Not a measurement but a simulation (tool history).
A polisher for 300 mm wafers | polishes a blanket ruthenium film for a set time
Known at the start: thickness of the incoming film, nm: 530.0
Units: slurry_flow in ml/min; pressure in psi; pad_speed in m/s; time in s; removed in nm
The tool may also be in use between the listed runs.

| run | day | slurry_flow | pressure | pad_speed | time | removed |
|---|---|---|---|---|---|---|
| 1 | 0.000 | 235 | 2.1 | 0.80 | 21 | 15.586 |
| 2 | 0.192 | 235 | 2.2 | 0.80 | 21 | 17.090 |
| 3 | 0.525 | 235 | 2.2 | 0.62 | 21 | 13.385 |
| 4 | 0.750 | 235 | 2.2 | 0.62 | 19 | 11.711 |
| 5 | 0.912 | 205 | 2.2 | 0.62 | 19 | 11.622 |
| 6 | 1.150 | 245 | 2.2 | 0.62 | 19 | 11.760 |
| 7 | 1.179 | 245 | 2.4 | 0.64 | 19 | 13.274 |

Forecast run 8:
| 8 | 1.488 | 245 | 2.6 | 0.66 | 19 | ? |

removed: 14.668 nm

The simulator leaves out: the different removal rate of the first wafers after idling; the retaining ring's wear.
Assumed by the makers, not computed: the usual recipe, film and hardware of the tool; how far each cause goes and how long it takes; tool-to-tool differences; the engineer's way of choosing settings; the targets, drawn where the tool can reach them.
